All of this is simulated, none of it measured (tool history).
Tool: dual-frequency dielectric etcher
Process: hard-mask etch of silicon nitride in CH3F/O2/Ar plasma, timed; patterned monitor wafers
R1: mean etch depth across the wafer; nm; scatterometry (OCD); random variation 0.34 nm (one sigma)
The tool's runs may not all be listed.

{"run": 1, "hour": 0.0, "source power (kW)": 0.34, "bias power (kW)": 0.059, "etch time (s)": 173, "R1": 112.83}
{"run": 2, "hour": 4.9, "source power (kW)": 0.34, "bias power (kW)": 0.064, "etch time (s)": 173, "R1": 115.85}
{"run": 3, "hour": 12.2, "source power (kW)": 0.34, "bias power (kW)": 0.064, "etch time (s)": 180.5, "R1": 120.47}
{"run": 4, "hour": 14.1, "source power (kW)": 0.3, "bias power (kW)": 0.064, "etch time (s)": 180.5, "R1": 114.23}
{"run": 5, "hour": 17.9, "source power (kW)": 0.29, "bias power (kW)": 0.064, "etch time (s)": 180.5, "R1": 112.44}
{"run": 6, "hour": 24.9, "source power (kW)": 0.29, "bias power (kW)": 0.064, "etch time (s)": 180.5, "R1": 112.55}
{"run": 7, "hour": 27.3, "source power (kW)": 0.28, "bias power (kW)": 0.064, "etch time (s)": 180.5, "R1": 111.29}
{"run": 8, "hour": 34.4, "source power (kW)": 0.27, "bias power (kW)": 0.064, "etch time (s)": 180.5, "R1": 109.6}

Forecast run 9:
{"run": 9, "hour": 39.6, "source power (kW)": 0.26, "bias power (kW)": 0.064, "etch time (s)": 180.5, "R1": "?"}

R1: 107.04 nm

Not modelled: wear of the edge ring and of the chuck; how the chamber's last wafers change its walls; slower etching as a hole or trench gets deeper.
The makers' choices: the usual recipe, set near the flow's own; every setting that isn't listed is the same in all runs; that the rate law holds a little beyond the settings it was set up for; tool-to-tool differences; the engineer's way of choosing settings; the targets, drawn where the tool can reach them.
